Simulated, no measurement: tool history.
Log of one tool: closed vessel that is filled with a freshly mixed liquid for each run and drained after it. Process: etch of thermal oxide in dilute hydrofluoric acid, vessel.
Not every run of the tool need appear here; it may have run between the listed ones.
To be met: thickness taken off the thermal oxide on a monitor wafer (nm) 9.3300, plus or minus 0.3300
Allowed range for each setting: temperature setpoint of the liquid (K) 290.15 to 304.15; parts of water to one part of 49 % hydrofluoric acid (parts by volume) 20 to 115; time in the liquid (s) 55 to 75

run,day,temperature setpoint of the liquid (K),parts of water to one part of 49 % hydrofluoric acid (parts by volume),time in the liquid (s),thickness taken off the thermal oxide on a monitor wafer (nm)
1,0.000,296.15,65,75,5.6933
2,0.221,298.65,60,75,6.8525
3,0.442,300.15,60,75,7.3391
4,0.804,301.15,60,75,7.6832
5,1.088,304.15,60,75,8.5643
6,1.388,304.15,75,75,6.7906
7,1.496,304.15,75,75,6.7136
8,1.825,304.15,70,75,7.3452
9,1.992,304.15,65,75,7.8243
10,2.017,304.15,60,75,8.5339

Of the 4 settings listed for the next run, only one would bring every result within its allowed miss of target. Which one?
A,2.042,303.65,50,55,?
B,2.042,304.15,55,70,?
C,2.042,304.15,55,75,?
D,2.042,302.65,45,55,?

move,thickness taken off the thermal oxide on a monitor wafer (nm)
A,7.6074
B,8.9051
C,9.5412
D,8.1896
A: misses by more than the last run did
B: closer than the last run, but not yet in spec
C: every result within its allowed miss
D: misses by more than the last run did
The move that meets every target is C.

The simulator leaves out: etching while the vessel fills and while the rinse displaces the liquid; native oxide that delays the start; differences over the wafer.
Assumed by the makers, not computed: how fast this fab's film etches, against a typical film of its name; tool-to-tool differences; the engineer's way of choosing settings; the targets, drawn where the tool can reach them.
